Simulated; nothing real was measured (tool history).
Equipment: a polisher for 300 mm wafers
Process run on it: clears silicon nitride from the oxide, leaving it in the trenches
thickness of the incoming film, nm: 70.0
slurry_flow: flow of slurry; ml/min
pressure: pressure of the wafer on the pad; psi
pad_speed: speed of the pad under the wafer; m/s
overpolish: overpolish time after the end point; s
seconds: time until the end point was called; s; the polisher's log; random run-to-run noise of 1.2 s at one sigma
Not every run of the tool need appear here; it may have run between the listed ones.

run,hour,slurry_flow,pressure,pad_speed,overpolish,seconds
1,0,205,1.8,0.84,13,128.96
2,5.1,205,1.8,0.84,13,125.05
3,6.9,205,2.1,0.86,13,108.17
4,9.9,205,2.1,0.78,13,118.22
5,11.2,205,2.3,0.84,13,102.12
6,19.5,205,2.3,0.84,14,103.37
7,24.3,205,2.4,0.88,14,90.864

Expected results for the next run?
# hour 25.8: worn pad replaced by a new one
8,25.8,205,2.4,0.88,14,?

{"run 8": {"seconds": 84.639}}

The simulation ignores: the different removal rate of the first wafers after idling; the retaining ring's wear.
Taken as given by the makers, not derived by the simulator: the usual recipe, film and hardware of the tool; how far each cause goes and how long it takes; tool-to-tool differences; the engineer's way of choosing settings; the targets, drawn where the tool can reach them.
